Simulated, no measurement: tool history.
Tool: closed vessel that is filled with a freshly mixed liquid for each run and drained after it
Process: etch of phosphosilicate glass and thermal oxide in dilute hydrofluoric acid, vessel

run,hour,temperature setpoint of the liquid (°C),parts of water to one part of 49 % hydrofluoric acid (parts by volume),time in the liquid (s),thickness taken off the phosphosilicate glass on a monitor wafer (angstrom),thickness taken off the thermal oxide on a monitor wafer (angstrom)
1,0.0,21.0,40,60,1368.7,68.526
2,8.6,21.0,30,60,1830.8,93.070
3,17.6,23.0,30,60,2002.3,100.980
4,24.1,23.0,35,60,1695.2,86.154
5,31.4,24.5,35,60,1802.2,91.621
6,37.2,26.0,35,60,1934.1,97.196
# hour 42.4: thermometer replaced
7,42.4,27.0,35,60,1921.2,96.015

Expected results for the next run?
8,47.0,27.0,35,60,?,?

Run 8 produced thickness taken off the phosphosilicate glass on a monitor wafer (angstrom) 1938.8, thickness taken off the thermal oxide on a monitor wafer (angstrom) 95.050.
